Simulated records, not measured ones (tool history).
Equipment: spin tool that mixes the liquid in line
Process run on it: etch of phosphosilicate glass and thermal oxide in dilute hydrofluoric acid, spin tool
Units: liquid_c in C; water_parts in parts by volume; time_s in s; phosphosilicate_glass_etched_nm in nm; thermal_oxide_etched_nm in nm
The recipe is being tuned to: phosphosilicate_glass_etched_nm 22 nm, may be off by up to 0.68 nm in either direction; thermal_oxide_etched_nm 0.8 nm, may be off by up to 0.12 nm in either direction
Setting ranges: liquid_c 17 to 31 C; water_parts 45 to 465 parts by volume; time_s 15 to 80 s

run,hour,liquid_c,water_parts,time_s,phosphosilicate_glass_etched_nm,thermal_oxide_etched_nm
1,0,23,255,40,19.932,0.72546
2,0.8,23.5,255,40,20.197,0.69761
3,9.1,23.5,200,40,27.016,1.0048
4,15.2,23.5,270,40,18.723,0.69688
5,17.7,24,270,40,18.959,0.69307
6,18.7,24,270,55,26.173,0.94248
7,22.3,23,270,55,24.538,0.91482
8,31.2,22.5,270,55,24.738,0.9497
9,34.7,22.5,275,55,23.729,0.9063
# hour 39.7: hydrofluoric acid flow meter replaced
10,39.7,22.5,280,55,20.318,0.78124

Which of these 4 next moves meets every target?
A,44.7,26.5,230,35,?,?
B,44.7,25,365,65,?,?
C,44.7,20,335,80,?,?
D,44.7,23.5,270,50,?,?

move,phosphosilicate_glass_etched_nm,thermal_oxide_etched_nm
A,19.574,0.75092
B,18.981,0.72819
C,22.017,0.84466
D,20.546,0.7882
A: moves away from the targets compared with the last run
B: moves away from the targets compared with the last run
C: hits every target within its allowed miss
D: an improvement on the last run, though not all results are within tolerance
Go with C: it meets all targets.

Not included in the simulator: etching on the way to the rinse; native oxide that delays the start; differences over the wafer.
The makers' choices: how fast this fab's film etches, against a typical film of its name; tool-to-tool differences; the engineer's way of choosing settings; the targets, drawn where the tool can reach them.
